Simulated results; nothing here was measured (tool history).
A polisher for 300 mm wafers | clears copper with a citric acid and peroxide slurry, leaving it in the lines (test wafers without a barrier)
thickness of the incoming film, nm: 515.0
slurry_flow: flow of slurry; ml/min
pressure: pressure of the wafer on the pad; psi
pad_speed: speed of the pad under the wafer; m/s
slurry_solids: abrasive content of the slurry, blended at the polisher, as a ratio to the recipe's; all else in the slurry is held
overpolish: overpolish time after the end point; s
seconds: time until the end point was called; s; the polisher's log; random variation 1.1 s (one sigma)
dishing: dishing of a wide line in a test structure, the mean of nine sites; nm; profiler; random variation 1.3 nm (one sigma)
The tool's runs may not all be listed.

| run | hour | slurry_flow | pressure | pad_speed | slurry_solids | overpolish | seconds | dishing |
|---|---|---|---|---|---|---|---|---|
| 1 | 0 | 220 | 3.7 | 1.4 | 1 | 23 | 145.67 | 51.825 |
| 2 | 4 | 220 | 3.7 | 1.4 | 0.9 | 23 | 151.02 | 51.546 |
| 3 | 8.3 | 265 | 3.7 | 1.4 | 0.9 | 23 | 147.44 | 53.004 |
| 4 | 14.9 | 300 | 3.7 | 1.4 | 0.9 | 23 | 144.74 | 53.7 |
| 5 | 17 | 300 | 3.7 | 1.4 | 0.9 | 14 | 147.31 | 35.006 |
| 6 | 23.6 | 290 | 3.8 | 1.4 | 0.85 | 18 | 146.56 | 43.047 |

Run 7 comes next. What will it give?
| 7 | 29.8 | 285 | 4 | 1.4 | 0.8 | 21 | ? | ? |

Run 7 gave seconds 143.14 s, dishing 50.93 nm.
